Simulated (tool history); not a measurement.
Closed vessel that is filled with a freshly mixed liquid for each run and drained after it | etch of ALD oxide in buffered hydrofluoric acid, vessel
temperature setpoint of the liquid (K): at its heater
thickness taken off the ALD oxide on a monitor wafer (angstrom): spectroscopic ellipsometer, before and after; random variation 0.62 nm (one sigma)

run,hour,temperature setpoint of the liquid (K),parts of 40 % ammonium fluoride to one part of 49 % hydrofluoric acid (parts by volume),time in the liquid (s),thickness taken off the ALD oxide on a monitor wafer (angstrom)
1,0.0,296.15,23.5,95,1228.2
2,4.0,295.15,23.5,95,1145.8
3,7.7,295.15,23.5,105,1295.7
4,13.1,294.15,24.0,105,1176.3
5,16.9,292.65,24.0,105,1099.5
6,23.9,292.15,24.5,105,1053.6

Forecast run 7:
7,27.0,291.65,24.5,105,?

Run 7 gave thickness taken off the ALD oxide on a monitor wafer (angstrom) 1030.3.
